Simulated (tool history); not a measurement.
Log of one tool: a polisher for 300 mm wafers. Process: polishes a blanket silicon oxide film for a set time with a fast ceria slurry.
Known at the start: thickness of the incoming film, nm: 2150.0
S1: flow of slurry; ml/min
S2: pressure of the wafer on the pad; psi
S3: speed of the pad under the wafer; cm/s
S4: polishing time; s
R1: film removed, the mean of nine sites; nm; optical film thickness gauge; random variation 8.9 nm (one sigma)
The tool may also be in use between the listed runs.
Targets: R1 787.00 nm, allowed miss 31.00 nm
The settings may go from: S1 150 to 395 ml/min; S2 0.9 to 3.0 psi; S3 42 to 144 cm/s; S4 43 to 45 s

| run | hour | S1 | S2 | S3 | S4 | R1 |
|---|---|---|---|---|---|---|
| 1 | 0.0 | 250 | 1.9 | 92 | 43 | 460.94 |
| 2 | 5.6 | 250 | 1.9 | 92 | 43 | 467.03 |
| 3 | 8.5 | 250 | 2.1 | 92 | 43 | 506.97 |
| 4 | 13.9 | 250 | 2.3 | 92 | 43 | 542.36 |
| 5 | 22.8 | 225 | 2.3 | 92 | 43 | 547.64 |
| 6 | 30.1 | 225 | 2.6 | 92 | 43 | 621.42 |
| 7 | 33.4 | 225 | 2.7 | 94 | 43 | 654.00 |
| 8 | 37.3 | 225 | 2.8 | 96 | 43 | 685.51 |
| 9 | 40.3 | 225 | 2.8 | 98 | 43 | 696.44 |
| 10 | 41.1 | 225 | 2.8 | 98 | 43 | 691.80 |
| 11 | 48.6 | 225 | 2.8 | 100 | 43 | 710.25 |
| 12 | 53.6 | 225 | 2.9 | 102 | 43 | 735.34 |

4 next moves are on the table. One of them brings every result within its allowed miss. Which?
| A | 58.6 | 265 | 3.0 | 104 | 43 | ? |
| B | 58.6 | 315 | 3.0 | 86 | 43 | ? |
| C | 58.6 | 240 | 2.8 | 104 | 43 | ? |
| D | 58.6 | 285 | 2.3 | 118 | 45 | ? |

| move | R1 |
|---|---|
| A | 796.01 |
| B | 700.22 |
| C | 735.50 |
| D | 715.40 |
A: meets every target
B: further off than the last run
C: as far off as the last run
D: further off than the last run
Move A is the one to make.
